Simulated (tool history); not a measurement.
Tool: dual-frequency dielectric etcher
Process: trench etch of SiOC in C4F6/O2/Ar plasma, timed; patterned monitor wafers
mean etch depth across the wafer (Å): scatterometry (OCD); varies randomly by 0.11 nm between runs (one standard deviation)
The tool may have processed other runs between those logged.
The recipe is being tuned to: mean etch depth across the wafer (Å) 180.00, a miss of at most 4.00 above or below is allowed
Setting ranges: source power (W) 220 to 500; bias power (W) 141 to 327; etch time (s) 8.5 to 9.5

run,day,source power (W),bias power (W),etch time (s),mean etch depth across the wafer (Å)
1,0.000,360,234,9.5,209.53
2,0.108,420,234,9.5,221.07
3,0.158,460,234,9.5,230.54
4,0.429,460,196,9.5,220.96
5,0.700,420,187,9.5,209.78
6,0.750,390,180,9.5,201.59
7,0.838,370,175,9.5,197.79
8,1.008,350,170,9.5,193.06

Of the 5 settings listed for the next run, only one would bring every result within its allowed miss of target. Which one?
A,1.179,320,176,9.5,?
B,1.179,310,150,8.5,?
C,1.179,390,178,9.0,?
D,1.179,320,184,9.5,?
E,1.179,340,171,9.0,?

move,mean etch depth across the wafer (Å)
A,186.29
B,159.37
C,190.19
D,188.11
E,179.32
A: moves toward the targets from the last run without getting all of them in spec
B: pushes the last run's worst result past its target
C: moves toward the targets from the last run without getting all of them in spec
D: moves toward the targets from the last run without getting all of them in spec
E: every result lands within tolerance
Go with E: it meets all targets.
